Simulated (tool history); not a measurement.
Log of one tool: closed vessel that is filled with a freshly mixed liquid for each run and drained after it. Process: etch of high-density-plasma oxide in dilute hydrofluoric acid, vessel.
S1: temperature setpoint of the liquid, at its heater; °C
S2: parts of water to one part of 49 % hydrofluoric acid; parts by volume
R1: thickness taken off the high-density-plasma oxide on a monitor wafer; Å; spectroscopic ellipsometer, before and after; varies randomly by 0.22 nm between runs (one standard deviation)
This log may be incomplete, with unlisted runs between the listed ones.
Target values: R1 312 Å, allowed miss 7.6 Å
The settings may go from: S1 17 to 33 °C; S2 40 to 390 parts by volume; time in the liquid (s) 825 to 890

{"run": 1, "hour": 0.0, "S1": 25, "S2": 215, "time in the liquid (s)": 825, "R1": 222.62}
{"run": 2, "hour": 4.2, "S1": 26.5, "S2": 215, "time in the liquid (s)": 825, "R1": 232.07}
{"run": 3, "hour": 5.6, "S1": 26.5, "S2": 150, "time in the liquid (s)": 825, "R1": 359.24}
{"run": 4, "hour": 7.2, "S1": 26.5, "S2": 205, "time in the liquid (s)": 825, "R1": 248.24}
{"run": 5, "hour": 13.4, "S1": 26.5, "S2": 205, "time in the liquid (s)": 825, "R1": 245.71}
{"run": 6, "hour": 19.2, "S1": 26.5, "S2": 280, "time in the liquid (s)": 825, "R1": 169.97}
{"run": 7, "hour": 23.4, "S1": 27.5, "S2": 265, "time in the liquid (s)": 825, "R1": 184.68}
{"run": 8, "hour": 32.1, "S1": 28.5, "S2": 255, "time in the liquid (s)": 825, "R1": 201.52}
{"run": 9, "hour": 35.7, "S1": 29.5, "S2": 245, "time in the liquid (s)": 825, "R1": 218.62}
{"run": 10, "hour": 40.2, "S1": 30, "S2": 235, "time in the liquid (s)": 825, "R1": 238.37}
{"run": 11, "hour": 49.3, "S1": 30.5, "S2": 230, "time in the liquid (s)": 825, "R1": 248.71}
{"hour": 56.4, "done": "hydrofluoric acid flow meter replaced"}
{"run": 12, "hour": 56.4, "S1": 31, "S2": 225, "time in the liquid (s)": 825, "R1": 234.19}

Below are 4 possible settings for the next run. Only one of them brings all results inside the allowed miss of their targets. Which is it?
{"run": "A", "hour": 63.5, "S1": 29.5, "S2": 175, "time in the liquid (s)": 890, "R1": "?"}
{"run": "B", "hour": 63.5, "S1": 33, "S2": 200, "time in the liquid (s)": 890, "R1": "?"}
{"run": "C", "hour": 63.5, "S1": 31, "S2": 255, "time in the liquid (s)": 825, "R1": "?"}
{"run": "D", "hour": 63.5, "S1": 31, "S2": 180, "time in the liquid (s)": 890, "R1": "?"}

move=A R1=322.31
move=B R1=308.1
move=C R1=195.85
move=D R1=328.2
A: pushes the last run's worst result past its target
B: all results in spec
C: its largest miss is bigger than the last run's
D: pushes the last run's worst result past its target
So the answer is move B, the one that meets all the targets.
